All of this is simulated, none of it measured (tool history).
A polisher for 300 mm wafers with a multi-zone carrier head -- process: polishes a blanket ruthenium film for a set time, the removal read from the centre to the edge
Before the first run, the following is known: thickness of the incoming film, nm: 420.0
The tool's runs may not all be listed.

run	hour	flow of slurry (ml/min)	pressure of the head's centre zone	pressure of the head's middle zone	pressure of the head's edge zone	polishing time (s)	film removed at the wafer's centre (angstrom)	film removed at mid-radius (angstrom)	film removed at the wafer's edge (angstrom)
1	0	135	1	1	1	89	677.24	662.43	680.21
2	6.3	135	1.03	1	1	89	704.4	679.34	682.79
3	9.2	135	1.07	1	1	89	723.09	680.92	689.22
4	13.9	135	1.11	1	1	89	746.22	671.79	691.93
5	16.5	120	1.09	1.02	0.95	77	618.8	590.75	568.06
6	20.6	115	1.07	1.02	0.92	68	530.4	506.14	485.25
7	21.8	115	1.05	1.03	0.89	62	473.72	468.63	438.66
8	25.7	115	1.05	1.04	0.87	58	443.29	437.06	399.86

For run 9, what comes out?
9	29	120	1.03	1.05	0.86	55	?	?	?

film removed at the wafer's centre (angstrom): 416.99
film removed at mid-radius (angstrom): 437.39
film removed at the wafer's edge (angstrom): 390.61
